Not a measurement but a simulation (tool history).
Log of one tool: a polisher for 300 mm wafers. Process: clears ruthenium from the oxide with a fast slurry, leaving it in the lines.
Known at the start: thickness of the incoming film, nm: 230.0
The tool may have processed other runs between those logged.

| run | hour | flow of slurry (ml/min) | pressure of the wafer on the pad (psi) | speed of the pad under the wafer (m/s) | abrasive content of the slurry | overpolish time after the end point (s) | time until the end point was called (s) | dishing of a wide line in a test structure (nm) |
|---|---|---|---|---|---|---|---|---|
| 1 | 0 | 240 | 2.6 | 0.94 | 1 | 14 | 63.493 | 18.196 |
| 2 | 8.5 | 295 | 2.6 | 0.94 | 1 | 14 | 62.545 | 17.389 |
| 3 | 12.7 | 295 | 3.2 | 0.94 | 1 | 14 | 50.773 | 18.62 |
| 4 | 14.4 | 300 | 3.4 | 0.94 | 1 | 13 | 48.107 | 18.635 |
| 5 | 22.9 | 305 | 3.5 | 0.94 | 1 | 12 | 47.027 | 18.362 |
| 6 | 29.1 | 305 | 3.6 | 0.94 | 1 | 12 | 44.922 | 18.351 |

What does the tool deliver on the next run?
| 7 | 32.3 | 305 | 3.7 | 0.94 | 1 | 12 | ? | ? |

For run 7 the tool returned time until the end point was called (s) 43.496, dishing of a wide line in a test structure (nm) 17.99.
